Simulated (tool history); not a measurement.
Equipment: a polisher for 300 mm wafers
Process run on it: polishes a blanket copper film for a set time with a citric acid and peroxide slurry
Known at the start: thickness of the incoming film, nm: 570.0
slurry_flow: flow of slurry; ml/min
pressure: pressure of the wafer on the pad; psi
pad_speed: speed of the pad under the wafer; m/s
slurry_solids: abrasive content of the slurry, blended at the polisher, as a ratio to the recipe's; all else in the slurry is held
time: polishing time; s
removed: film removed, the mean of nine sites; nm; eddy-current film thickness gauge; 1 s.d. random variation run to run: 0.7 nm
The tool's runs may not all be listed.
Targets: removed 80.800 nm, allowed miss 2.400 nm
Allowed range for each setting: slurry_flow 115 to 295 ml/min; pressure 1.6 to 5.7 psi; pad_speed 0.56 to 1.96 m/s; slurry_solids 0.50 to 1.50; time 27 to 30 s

run  hour  slurry_flow  pressure  pad_speed  slurry_solids  time  removed
  1   0.0          190       3.6       1.26           1.00    30   96.638
  2   2.9          190       4.1       1.26           1.00    30  111.420
  3  11.4          190       4.1       1.54           1.00    30  129.070
  4  18.1          190       3.9       1.54           1.00    30  119.900
  5  25.4          190       3.8       1.54           1.00    30  119.210
  6  30.7          225       3.8       1.54           1.00    30  119.920
  7  34.5          225       3.6       1.54           1.00    30  113.770
  8  40.2          225       3.5       1.54           1.00    30  111.080
  9  44.2          225       3.4       1.54           1.00    30  108.450
 10  46.9          225       3.3       1.54           1.00    30  105.480

Below are 5 possible settings for the next run. Only one of them brings all results inside the allowed miss of their targets. Which is it?
  A  49.6          210       4.8       1.58           0.85    30        ?
  B  49.6          195       4.0       1.34           0.90    27        ?
  C  49.6          240       2.5       1.56           1.00    27        ?
  D  49.6          290       2.5       1.64           1.15    27        ?
  E  49.6          230       3.6       1.52           1.10    30        ?

move  removed
   A  146.420
   B   99.057
   C   73.684
   D   80.855
   E  116.930
A: misses by more than the last run did
B: moves toward the targets from the last run without getting all of them in spec
C: carries the result that was furthest off beyond its target, to the other side
D: hits every target within its allowed miss
E: misses by more than the last run did
The move that meets every target is D.
